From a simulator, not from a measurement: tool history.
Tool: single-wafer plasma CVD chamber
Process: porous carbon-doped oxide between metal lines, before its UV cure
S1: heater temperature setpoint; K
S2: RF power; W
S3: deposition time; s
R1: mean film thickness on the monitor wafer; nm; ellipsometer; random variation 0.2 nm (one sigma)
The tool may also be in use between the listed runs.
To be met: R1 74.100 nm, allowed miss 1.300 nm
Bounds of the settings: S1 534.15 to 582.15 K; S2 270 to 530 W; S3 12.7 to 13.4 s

Run 1, day 0.000: S1 558.15 K, S2 400 W, S3 13.4 s. Result: R1 66.273 nm.
Run 2, day 0.300: S1 558.15 K, S2 345 W, S3 13.4 s. Result: R1 59.547 nm.
Run 3, day 0.538: S1 558.15 K, S2 295 W, S3 13.4 s. Result: R1 52.918 nm.
Run 4, day 0.608: S1 558.15 K, S2 295 W, S3 12.7 s. Result: R1 49.877 nm.
Run 5, day 0.683: S1 558.15 K, S2 320 W, S3 12.7 s. Result: R1 53.293 nm.
Run 6, day 0.817: S1 554.15 K, S2 335 W, S3 12.7 s. Result: R1 56.233 nm.
Run 7, day 0.846: S1 551.15 K, S2 350 W, S3 12.7 s. Result: R1 59.008 nm.
Run 8, day 1.096: S1 548.15 K, S2 365 W, S3 12.7 s. Result: R1 62.374 nm.
Run 9, day 1.392: S1 546.15 K, S2 375 W, S3 12.7 s. Result: R1 64.225 nm.
Run 10, day 1.533: S1 544.15 K, S2 385 W, S3 12.7 s. Result: R1 65.806 nm.
Run 11, day 1.858: S1 542.15 K, S2 390 W, S3 12.7 s. Result: R1 67.617 nm.
Run 12, day 2.200: S1 541.15 K, S2 395 W, S3 12.7 s. Result: R1 68.592 nm.
Run 13, day 2.421: S1 540.15 K, S2 400 W, S3 12.7 s. Result: R1 69.534 nm.
Run 14, day 2.692: S1 539.15 K, S2 405 W, S3 12.7 s. Result: R1 70.585 nm.
Run 15, day 3.054: S1 538.15 K, S2 410 W, S3 12.7 s. Result: R1 71.672 nm.
Run 16, day 3.367: S1 537.15 K, S2 410 W, S3 12.7 s. Result: R1 72.391 nm.

4 next moves are on the table. One of them brings every result within its allowed miss. Which?
Run A, day 3.679: S1 535.15 K, S2 420 W, S3 12.7 s. Result: R1 ?.
Run B, day 3.679: S1 545.15 K, S2 435 W, S3 12.7 s. Result: R1 ?.
Run C, day 3.679: S1 538.15 K, S2 405 W, S3 12.7 s. Result: R1 ?.
Run D, day 3.679: S1 545.15 K, S2 410 W, S3 12.7 s. Result: R1 ?.

move      R1
   A  74.319
   B  71.942
   C  71.082
   D  68.868
A: meets every target
B: further off than the last run
C: further off than the last run
D: further off than the last run
The right move is A.

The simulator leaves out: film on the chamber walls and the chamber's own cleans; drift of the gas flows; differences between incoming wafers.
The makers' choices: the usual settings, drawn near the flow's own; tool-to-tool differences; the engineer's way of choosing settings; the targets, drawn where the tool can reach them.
